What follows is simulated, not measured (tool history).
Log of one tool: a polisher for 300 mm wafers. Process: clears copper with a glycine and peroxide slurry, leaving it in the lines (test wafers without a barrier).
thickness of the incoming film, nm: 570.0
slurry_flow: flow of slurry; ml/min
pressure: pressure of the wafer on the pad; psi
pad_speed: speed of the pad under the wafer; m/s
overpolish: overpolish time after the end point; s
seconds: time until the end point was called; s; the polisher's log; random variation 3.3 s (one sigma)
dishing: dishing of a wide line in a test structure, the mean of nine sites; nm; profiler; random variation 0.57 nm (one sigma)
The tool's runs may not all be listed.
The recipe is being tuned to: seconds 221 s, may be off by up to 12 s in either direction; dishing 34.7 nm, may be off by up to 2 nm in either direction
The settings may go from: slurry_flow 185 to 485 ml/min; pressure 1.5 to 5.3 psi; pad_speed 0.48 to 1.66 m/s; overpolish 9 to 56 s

run  hour  slurry_flow  pressure  pad_speed  overpolish  seconds  dishing
  1     0          310       3.4       1.06          29   103.04   71.087
  2     4          280       3.4       1.06          29    104.2    71.41
  3   8.8          280       3.4       1.32          29   90.641   77.393
  4  17.2          330       3.4       1.32          29     87.6   75.804
  5    23          370       3.4       1.32          29   86.961   75.938
  6  24.3          380       3.1       1.22          26   100.02    69.55
  7  25.8          395       2.9       1.12          24   113.22   63.457
  8  28.9          475       1.9       0.82          10   197.33   22.657
  9  34.7          385       1.5       0.78          24   233.73   39.419
 10  40.5          390       1.5       0.78          24   230.28   38.862
 11  41.9          395       1.5       0.78          24   235.59   39.059
 12    46          400       1.5       0.78          24   246.25   39.482
 13  50.4          400       1.5       0.78          23   240.17   38.388
 14  55.4          405       1.5       0.78          23   234.96   38.304

Consider the 5 candidate settings below. Which is the only one whose results all fall within their allowed miss of target?
  A  60.4          385       1.7       0.78          19        ?        ?
  B  60.4          395       1.8       0.56          21        ?        ?
  C  60.4          430       1.6        0.8          24        ?        ?
  D  60.4          415       1.5       0.64          19        ?        ?
  E  60.4          420       1.6        0.6          27        ?        ?

move  seconds  dishing
   A   215.98   33.928
   B    249.1   33.252
   C   220.43   39.996
   D    260.7   29.362
   E   258.44    39.39
A: meets every target
B: meets the target for the result that was furthest off, but another lies outside its allowed miss
C: misses by more than the last run did
D: pushes the last run's worst result past its target
E: misses by more than the last run did
The right move is A.

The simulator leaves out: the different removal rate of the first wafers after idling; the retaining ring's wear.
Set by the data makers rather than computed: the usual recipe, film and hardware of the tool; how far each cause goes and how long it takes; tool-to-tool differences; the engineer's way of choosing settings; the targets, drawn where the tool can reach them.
